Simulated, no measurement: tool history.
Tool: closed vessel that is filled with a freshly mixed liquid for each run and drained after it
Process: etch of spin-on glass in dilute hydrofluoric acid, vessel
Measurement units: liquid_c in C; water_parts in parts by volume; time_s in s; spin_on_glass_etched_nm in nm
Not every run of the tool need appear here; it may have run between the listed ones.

run	hour	liquid_c	water_parts	time_s	spin_on_glass_etched_nm
1	0.0	21.0	50	120	59.589
2	2.4	23.0	50	120	64.940
3	4.1	23.0	40	120	81.937
4	4.6	23.0	25	120	135.950
5	11.0	23.0	20	120	167.530
6	15.4	22.0	20	120	161.240
7	16.9	21.0	20	120	155.350

Run 8, settings as shown, results not yet in. Your forecast:
8	24.8	20.5	20	120	?

spin_on_glass_etched_nm: 152.260 nm
